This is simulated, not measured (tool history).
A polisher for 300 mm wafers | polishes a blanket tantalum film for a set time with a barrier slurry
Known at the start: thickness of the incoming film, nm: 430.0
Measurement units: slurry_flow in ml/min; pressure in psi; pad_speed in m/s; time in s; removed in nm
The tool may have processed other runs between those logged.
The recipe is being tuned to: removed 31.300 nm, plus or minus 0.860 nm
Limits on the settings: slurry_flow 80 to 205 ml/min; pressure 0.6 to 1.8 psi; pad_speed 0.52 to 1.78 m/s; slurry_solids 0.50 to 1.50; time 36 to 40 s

run    day  slurry_flow  pressure  pad_speed  slurry_solids  time  removed
  1  0.000          135       1.2       1.14           1.00    40   50.483
  2  0.104          110       1.2       1.14           1.00    40   48.357
  3  0.162          110       1.2       1.36           1.00    40   56.378
  4  0.183          110       1.2       1.36           1.00    40   57.589
  5  0.458          110       1.2       1.36           1.10    40   59.024
  6  0.596          110       1.4       1.36           1.10    40   66.544
  7  0.729          105       1.3       1.32           1.10    40   61.323
  8  1.054          105       1.2       1.28           1.10    40   55.229
  9  1.238          105       1.1       1.26           1.10    40   49.979
 10  1.288          105       1.0       1.24           1.10    40   46.061
 11  1.517          105       0.9       1.22           1.10    40   41.652
 12  1.604           90       0.6       1.20           1.10    40   29.959

Exactly one of the 4 candidate moves below puts every result within its allowed miss. Which one?
  A  1.692           80       0.7       1.12           1.25    38        ?
  B  1.692          105       0.6       1.12           1.10    40        ?
  C  1.692          115       0.7       0.92           1.30    40        ?
  D  1.692           85       0.6       1.46           1.00    36        ?

move  removed
   A   29.565
   B   28.717
   C   27.846
   D   31.375
A: misses by more than the last run did
B: misses by more than the last run did
C: misses by more than the last run did
D: all results in spec
So the answer is move D, the one that meets all the targets.
